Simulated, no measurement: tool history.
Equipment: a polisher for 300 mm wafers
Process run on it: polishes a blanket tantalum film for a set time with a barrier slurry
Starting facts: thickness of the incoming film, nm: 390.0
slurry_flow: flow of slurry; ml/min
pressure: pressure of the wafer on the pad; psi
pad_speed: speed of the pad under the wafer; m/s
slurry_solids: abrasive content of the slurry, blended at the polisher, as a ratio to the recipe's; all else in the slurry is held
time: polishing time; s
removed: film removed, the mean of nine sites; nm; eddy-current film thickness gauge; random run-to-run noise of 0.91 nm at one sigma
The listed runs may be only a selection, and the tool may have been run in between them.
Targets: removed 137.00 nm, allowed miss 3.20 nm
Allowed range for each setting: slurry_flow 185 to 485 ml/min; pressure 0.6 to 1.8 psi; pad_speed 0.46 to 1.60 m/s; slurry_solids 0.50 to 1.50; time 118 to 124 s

| run | hour | slurry_flow | pressure | pad_speed | slurry_solids | time | removed |
|---|---|---|---|---|---|---|---|
| 1 | 0.0 | 310 | 1.2 | 1.02 | 1.00 | 118 | 118.53 |
| 2 | 7.4 | 310 | 1.2 | 1.02 | 0.80 | 118 | 106.75 |
| 3 | 8.5 | 310 | 1.2 | 1.02 | 0.95 | 118 | 116.21 |
| 4 | 11.0 | 315 | 1.3 | 1.02 | 0.95 | 118 | 128.52 |
| 5 | 12.2 | 315 | 1.3 | 1.18 | 0.95 | 118 | 145.23 |
| 6 | 19.0 | 315 | 1.3 | 1.18 | 0.95 | 118 | 146.65 |
| 7 | 24.1 | 315 | 1.3 | 1.18 | 0.95 | 118 | 145.30 |
| 8 | 30.9 | 310 | 1.3 | 1.18 | 0.95 | 118 | 147.32 |

Exactly one of the 5 candidate moves below puts every result within its allowed miss. Which one?
| A | 37.7 | 405 | 1.4 | 0.96 | 1.05 | 124 | ? |
| B | 37.7 | 325 | 1.5 | 0.80 | 1.45 | 122 | ? |
| C | 37.7 | 310 | 1.4 | 1.00 | 1.10 | 123 | ? |
| D | 37.7 | 305 | 1.1 | 1.32 | 0.95 | 124 | ? |
| E | 37.7 | 345 | 0.9 | 1.32 | 1.30 | 120 | ? |

| move | removed |
|---|---|
| A | 142.12 |
| B | 136.69 |
| C | 146.83 |
| D | 144.70 |
| E | 129.90 |
A: an improvement on the last run, though not all results are within tolerance
B: every result within its allowed miss
C: as far off as the last run
D: an improvement on the last run, though not all results are within tolerance
E: carries the result that was furthest off beyond its target, to the other side
The right move is B.
